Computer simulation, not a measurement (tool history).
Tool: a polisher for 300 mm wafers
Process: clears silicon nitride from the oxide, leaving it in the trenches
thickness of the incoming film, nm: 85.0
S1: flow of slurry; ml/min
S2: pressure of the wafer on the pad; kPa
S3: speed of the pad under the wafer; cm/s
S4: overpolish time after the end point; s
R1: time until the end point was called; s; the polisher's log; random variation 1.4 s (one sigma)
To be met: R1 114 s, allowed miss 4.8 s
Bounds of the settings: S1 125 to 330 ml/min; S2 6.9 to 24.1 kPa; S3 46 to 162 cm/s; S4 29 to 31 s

run	hour	S1	S2	S3	S4	R1
1	0	210	15.2	104	29	138.33
2	5.4	210	15.2	82	29	162.89
3	12.3	210	15.9	82	29	162.34
4	13.2	210	15.9	58	29	219.58
5	17.9	210	15.9	58	31	217.61
6	22.7	210	15.9	58	31	215.6
7	28.3	215	20	70	31	161.99
8	29.3	215	20.7	72	31	150.31
9	31.6	215	21.4	74	31	143.44
10	34.3	215	21.4	76	31	140.06
11	43.1	220	24.1	78	31	125.55

Which of these 5 next moves meets every target?
A	51.9	155	24.1	106	31	?
B	51.9	190	24.1	102	29	?
C	51.9	210	23.4	70	30	?
D	51.9	230	23.4	98	31	?
E	51.9	275	23.4	88	29	?

move	R1
A	98.848
B	99.616
C	140.03
D	103.18
E	111.56
A: takes the result that was furthest off past its target
B: takes the result that was furthest off past its target
C: further off than the last run
D: takes the result that was furthest off past its target
E: meets every target
The right move is E.

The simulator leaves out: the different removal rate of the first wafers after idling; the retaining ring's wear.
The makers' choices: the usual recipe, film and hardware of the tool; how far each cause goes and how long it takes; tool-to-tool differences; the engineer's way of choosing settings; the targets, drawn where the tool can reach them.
